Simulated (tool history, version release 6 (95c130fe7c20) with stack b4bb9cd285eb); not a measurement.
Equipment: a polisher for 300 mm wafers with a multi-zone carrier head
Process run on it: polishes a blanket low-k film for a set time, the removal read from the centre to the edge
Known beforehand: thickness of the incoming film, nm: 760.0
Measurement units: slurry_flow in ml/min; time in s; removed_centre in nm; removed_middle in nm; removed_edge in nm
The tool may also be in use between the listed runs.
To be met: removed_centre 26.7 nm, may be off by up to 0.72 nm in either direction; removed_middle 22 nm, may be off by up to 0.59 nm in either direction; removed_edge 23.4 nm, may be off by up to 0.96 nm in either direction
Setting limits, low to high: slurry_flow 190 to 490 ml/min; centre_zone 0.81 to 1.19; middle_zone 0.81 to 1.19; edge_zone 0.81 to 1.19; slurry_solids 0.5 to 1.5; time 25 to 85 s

Run 1, hour 0: slurry_flow 315 ml/min, centre_zone 1, middle_zone 1, edge_zone 1, slurry_solids 1, time 55 s. Result: removed_centre 18.712 nm, removed_middle 18.279 nm, removed_edge 18.257 nm.
Run 2, hour 6.1: slurry_flow 315 ml/min, centre_zone 1, middle_zone 0.92, edge_zone 1, slurry_solids 1, time 55 s. Result: removed_centre 18.601 nm, removed_middle 17.281 nm, removed_edge 18.114 nm.
Run 3, hour 11.6: slurry_flow 325 ml/min, centre_zone 1.04, middle_zone 0.94, edge_zone 1.03, slurry_solids 1.05, time 55 s. Result: removed_centre 19.64 nm, removed_middle 18.035 nm, removed_edge 19.011 nm.
Run 4, hour 14.6: slurry_flow 330 ml/min, centre_zone 1.07, middle_zone 0.94, edge_zone 1.03, slurry_solids 1.15, time 55 s. Result: removed_centre 21.045 nm, removed_middle 18.68 nm, removed_edge 19.439 nm.
Run 5, hour 16.4: slurry_flow 330 ml/min, centre_zone 1.07, middle_zone 0.94, edge_zone 0.97, slurry_solids 1.15, time 55 s. Result: removed_centre 20.78 nm, removed_middle 18.925 nm, removed_edge 19.27 nm.
Run 6, hour 22.6: slurry_flow 330 ml/min, centre_zone 1.07, middle_zone 1.01, edge_zone 0.97, slurry_solids 1.15, time 55 s. Result: removed_centre 21.495 nm, removed_middle 19.272 nm, removed_edge 18.672 nm.
Run 7, hour 29.2: slurry_flow 335 ml/min, centre_zone 1.09, middle_zone 1, edge_zone 1, slurry_solids 1.25, time 55 s. Result: removed_centre 22.377 nm, removed_middle 19.963 nm, removed_edge 20.31 nm.
Run 8, hour 29.8: slurry_flow 340 ml/min, centre_zone 1.11, middle_zone 1.01, edge_zone 1.02, slurry_solids 1.3, time 55 s. Result: removed_centre 23.187 nm, removed_middle 20.52 nm, removed_edge 19.936 nm.
Run 9, hour 32.1: slurry_flow 340 ml/min, centre_zone 1.12, middle_zone 0.98, edge_zone 1.03, slurry_solids 1.35, time 56 s. Result: removed_centre 23.832 nm, removed_middle 20.764 nm, removed_edge 21.144 nm.
Run 10, hour 40.1: slurry_flow 345 ml/min, centre_zone 1.13, middle_zone 0.97, edge_zone 1.04, slurry_solids 1.4, time 56 s. Result: removed_centre 24.063 nm, removed_middle 21.187 nm, removed_edge 21.442 nm.
Run 11, hour 48.7: slurry_flow 340 ml/min, centre_zone 1.14, middle_zone 0.95, edge_zone 1.04, slurry_solids 1.4, time 57 s. Result: removed_centre 25.07 nm, removed_middle 21.379 nm, removed_edge 21.656 nm.

Of the 5 settings listed for the next run, only one would bring every result within its allowed miss of target. Which one?
Run A, hour 57.3: slurry_flow 295 ml/min, centre_zone 1.17, middle_zone 0.94, edge_zone 1, slurry_solids 1.3, time 58 s. Result: removed_centre ?, removed_middle ?, removed_edge ?.
Run B, hour 57.3: slurry_flow 420 ml/min, centre_zone 1.13, middle_zone 0.99, edge_zone 1.16, slurry_solids 1.5, time 56 s. Result: removed_centre ?, removed_middle ?, removed_edge ?.
Run C, hour 57.3: slurry_flow 400 ml/min, centre_zone 1.14, middle_zone 0.92, edge_zone 1.07, slurry_solids 1.4, time 60 s. Result: removed_centre ?, removed_middle ?, removed_edge ?.
Run D, hour 57.3: slurry_flow 300 ml/min, centre_zone 1.19, middle_zone 0.94, edge_zone 1.01, slurry_solids 1.5, time 57 s. Result: removed_centre ?, removed_middle ?, removed_edge ?.
Run E, hour 57.3: slurry_flow 305 ml/min, centre_zone 1.16, middle_zone 0.84, edge_zone 1.08, slurry_solids 1.35, time 61 s. Result: removed_centre ?, removed_middle ?, removed_edge ?.

move  removed_centre  removed_middle  removed_edge
   A          25.115            20.4        21.336
   B          25.505          21.975        23.496
   C          26.798           22.04        23.755
   D          26.472          21.133        22.176
   E          26.642          20.624        23.502
A: misses by more than the last run did
B: closes in on the targets versus the last run, not all within tolerance yet
C: each result inside its tolerance
D: the furthest-off result lands on target, but another misses its tolerance
E: the furthest-off result lands on target, but another misses its tolerance
Correct choice: C, which meets every target
